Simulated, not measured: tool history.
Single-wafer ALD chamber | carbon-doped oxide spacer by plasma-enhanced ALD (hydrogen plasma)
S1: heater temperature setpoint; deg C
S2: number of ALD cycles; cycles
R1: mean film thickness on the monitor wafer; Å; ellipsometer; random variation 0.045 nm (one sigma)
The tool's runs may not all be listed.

run	hour	S1	S2	R1
1	0.0	405	332	173.11
2	6.1	405	361	189.29
3	12.4	406	346	180.19
4	21.8	415	346	176.32
5	30.0	416	334	169.48
6	33.0	411	334	171.10
7	38.4	412	324	166.08
8	47.9	413	316	161.28
9	49.6	414	309	156.62
10	56.4	415	304	154.14
11	62.1	416	300	152.40

Estimate the outcome of run 12 from the log above:
12	65.2	416	296	?

{"run 12": {"R1": 149.37}}

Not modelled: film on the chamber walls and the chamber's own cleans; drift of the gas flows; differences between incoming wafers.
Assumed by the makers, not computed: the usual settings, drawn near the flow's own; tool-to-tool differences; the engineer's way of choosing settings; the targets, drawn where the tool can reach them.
